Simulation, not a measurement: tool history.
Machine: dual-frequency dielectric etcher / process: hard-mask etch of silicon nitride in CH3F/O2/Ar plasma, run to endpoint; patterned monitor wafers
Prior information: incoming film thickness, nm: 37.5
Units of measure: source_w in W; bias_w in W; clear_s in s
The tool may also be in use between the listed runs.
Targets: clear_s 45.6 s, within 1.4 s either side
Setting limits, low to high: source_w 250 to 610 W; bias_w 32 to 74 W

{"run": 1, "hour": 0.0, "source_w": 430, "bias_w": 53, "clear_s": 54.16}
{"run": 2, "hour": 7.2, "source_w": 400, "bias_w": 53, "clear_s": 54.589}
{"run": 3, "hour": 14.1, "source_w": 400, "bias_w": 45, "clear_s": 59.408}
{"run": 4, "hour": 19.4, "source_w": 400, "bias_w": 41, "clear_s": 60.854}
{"run": 5, "hour": 26.4, "source_w": 450, "bias_w": 47, "clear_s": 55.225}
{"run": 6, "hour": 30.4, "source_w": 490, "bias_w": 50, "clear_s": 52.525}
{"run": 7, "hour": 33.9, "source_w": 520, "bias_w": 53, "clear_s": 50.595}
{"run": 8, "hour": 40.5, "source_w": 520, "bias_w": 53, "clear_s": 51.27}
{"run": 9, "hour": 46.4, "source_w": 520, "bias_w": 53, "clear_s": 51.206}
{"run": 10, "hour": 55.2, "source_w": 540, "bias_w": 56, "clear_s": 49.39}
{"run": 11, "hour": 57.5, "source_w": 560, "bias_w": 58, "clear_s": 47.655}
{"run": 12, "hour": 58.2, "source_w": 570, "bias_w": 59, "clear_s": 46.984}
{"run": 13, "hour": 65.6, "source_w": 580, "bias_w": 60, "clear_s": 46.152}

Exactly one of the 5 candidate moves below puts every result within its allowed miss. Which one?
{"run": "A", "hour": 73.0, "source_w": 550, "bias_w": 58, "clear_s": "?"}
{"run": "B", "hour": 73.0, "source_w": 550, "bias_w": 55, "clear_s": "?"}
{"run": "C", "hour": 73.0, "source_w": 590, "bias_w": 55, "clear_s": "?"}
{"run": "D", "hour": 73.0, "source_w": 600, "bias_w": 65, "clear_s": "?"}
{"run": "E", "hour": 73.0, "source_w": 490, "bias_w": 63, "clear_s": "?"}

move=A clear_s=49.216
move=B clear_s=50.128
move=C clear_s=48.966
move=D clear_s=45.946
move=E clear_s=49.639
A: misses by more than the last run did
B: misses by more than the last run did
C: misses by more than the last run did
D: all results land within tolerance of their targets
E: misses by more than the last run did
So the answer is move D, the one that meets all the targets.

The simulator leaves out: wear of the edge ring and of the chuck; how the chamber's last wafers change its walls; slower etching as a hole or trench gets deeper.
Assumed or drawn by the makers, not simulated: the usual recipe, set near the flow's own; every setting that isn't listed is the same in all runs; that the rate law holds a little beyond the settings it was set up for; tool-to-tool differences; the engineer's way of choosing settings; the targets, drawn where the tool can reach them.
